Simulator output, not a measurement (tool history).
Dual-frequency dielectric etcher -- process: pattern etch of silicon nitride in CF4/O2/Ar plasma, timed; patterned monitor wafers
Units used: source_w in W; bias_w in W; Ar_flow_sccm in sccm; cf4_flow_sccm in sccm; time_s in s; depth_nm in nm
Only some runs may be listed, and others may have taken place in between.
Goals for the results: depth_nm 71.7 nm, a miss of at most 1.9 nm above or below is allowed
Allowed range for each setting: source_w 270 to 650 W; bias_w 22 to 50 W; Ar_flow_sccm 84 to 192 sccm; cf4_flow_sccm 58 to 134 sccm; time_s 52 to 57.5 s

Run 1, hour 0: source_w 460 W, bias_w 36 W, Ar_flow_sccm 138 sccm, cf4_flow_sccm 96 sccm, time_s 57.5 s. Result: depth_nm 91.397 nm.
Run 2, hour 1.5: source_w 460 W, bias_w 36 W, Ar_flow_sccm 138 sccm, cf4_flow_sccm 87 sccm, time_s 57.5 s. Result: depth_nm 90.396 nm.
Run 3, hour 5.2: source_w 430 W, bias_w 36 W, Ar_flow_sccm 138 sccm, cf4_flow_sccm 87 sccm, time_s 57.5 s. Result: depth_nm 86.062 nm.
Run 4, hour 11.9: source_w 400 W, bias_w 36 W, Ar_flow_sccm 138 sccm, cf4_flow_sccm 87 sccm, time_s 57.5 s. Result: depth_nm 82.565 nm.
Run 5, hour 20.8: source_w 380 W, bias_w 36 W, Ar_flow_sccm 138 sccm, cf4_flow_sccm 87 sccm, time_s 57.5 s. Result: depth_nm 80.53 nm.
Run 6, hour 25.7: source_w 360 W, bias_w 36 W, Ar_flow_sccm 138 sccm, cf4_flow_sccm 87 sccm, time_s 57.5 s. Result: depth_nm 77.675 nm.
Run 7, hour 31.1: source_w 350 W, bias_w 36 W, Ar_flow_sccm 138 sccm, cf4_flow_sccm 87 sccm, time_s 57.5 s. Result: depth_nm 78.213 nm.
Run 8, hour 34.3: source_w 330 W, bias_w 36 W, Ar_flow_sccm 138 sccm, cf4_flow_sccm 87 sccm, time_s 57.5 s. Result: depth_nm 75.366 nm.

Pick the move, out of 4, that brings all results within their allowed miss; only one does.
Run A, hour 37.5: source_w 360 W, bias_w 34 W, Ar_flow_sccm 136 sccm, cf4_flow_sccm 85 sccm, time_s 56.5 s. Result: depth_nm ?.
Run B, hour 37.5: source_w 430 W, bias_w 44 W, Ar_flow_sccm 141 sccm, cf4_flow_sccm 58 sccm, time_s 52 s. Result: depth_nm ?.
Run C, hour 37.5: source_w 360 W, bias_w 39 W, Ar_flow_sccm 136 sccm, cf4_flow_sccm 86 sccm, time_s 57.5 s. Result: depth_nm ?.
Run D, hour 37.5: source_w 340 W, bias_w 28 W, Ar_flow_sccm 121 sccm, cf4_flow_sccm 80 sccm, time_s 57.5 s. Result: depth_nm ?.

move  depth_nm
   A    75.637
   B    79.531
   C    80.767
   D    71.351
A: its largest miss is bigger than the last run's
B: its largest miss is bigger than the last run's
C: its largest miss is bigger than the last run's
D: all results land within tolerance of their targets
D meets every target.
